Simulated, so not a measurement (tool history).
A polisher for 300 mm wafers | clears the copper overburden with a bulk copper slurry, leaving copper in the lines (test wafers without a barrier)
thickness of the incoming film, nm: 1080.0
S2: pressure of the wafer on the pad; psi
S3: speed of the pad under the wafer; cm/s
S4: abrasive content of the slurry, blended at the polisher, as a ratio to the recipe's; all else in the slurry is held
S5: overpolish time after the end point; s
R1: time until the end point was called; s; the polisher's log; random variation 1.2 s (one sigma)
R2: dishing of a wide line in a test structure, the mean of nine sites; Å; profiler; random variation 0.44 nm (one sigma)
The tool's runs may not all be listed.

run 1 hour=0 | flow_of_slurry_(ml/min)=225 S2=2.8 S3=134 S4=1 S5=15 | R1=77.229 R2=387.43
run 2 hour=6.5 | flow_of_slurry_(ml/min)=195 S2=2.8 S3=134 S4=1 S5=15 | R1=78.895 R2=391.78
run 3 hour=15.2 | flow_of_slurry_(ml/min)=195 S2=2.4 S3=134 S4=1 S5=15 | R1=91.597 R2=379.91
run 4 hour=20 | flow_of_slurry_(ml/min)=195 S2=2.4 S3=134 S4=0.8 S5=15 | R1=92.857 R2=369.24
run 5 hour=21 | flow_of_slurry_(ml/min)=220 S2=2.3 S3=140 S4=0.75 S5=13 | R1=94.692 R2=376.35
run 6 hour=27.7 | flow_of_slurry_(ml/min)=205 S2=2.3 S3=144 S4=0.7 S5=16 | R1=95.144 R2=381.35
run 7 hour=28.8 | flow_of_slurry_(ml/min)=190 S2=2.3 S3=138 S4=0.85 S5=14 | R1=94.623 R2=368.06
run 8 hour=36.4 | flow_of_slurry_(ml/min)=135 S2=1.7 S3=152 S4=1.1 S5=7 | R1=117.51 R2=270.85
run 9 hour=41.2 | flow_of_slurry_(ml/min)=150 S2=1.8 S3=152 S4=1.1 S5=7 | R1=110.53 R2=281.92
run 10 hour=45.8 | flow_of_slurry_(ml/min)=215 S2=2.3 S3=156 S4=1.1 S5=11 | R1=77.729 R2=366.31
run 11 hour=51.7 | flow_of_slurry_(ml/min)=205 S2=2.3 S3=156 S4=1.1 S5=10 | R1=77.49 R2=363.43
-- hour=60.3 slurry nozzle cleaned
run 12 hour=60.3 | flow_of_slurry_(ml/min)=195 S2=2.3 S3=156 S4=1.1 S5=10 | R1=74.218 R2=369.1
run 13 hour=69.3 | flow_of_slurry_(ml/min)=190 S2=2.3 S3=156 S4=1.1 S5=9 | R1=75.399 R2=355.97

Run 14 comes next. What will it give?
run 14 hour=71.1 | flow_of_slurry_(ml/min)=180 S2=2.3 S3=156 S4=1.1 S5=9 | R1=? R2=?

Run 14 gave R1 75.143 s, R2 356.72 Å.
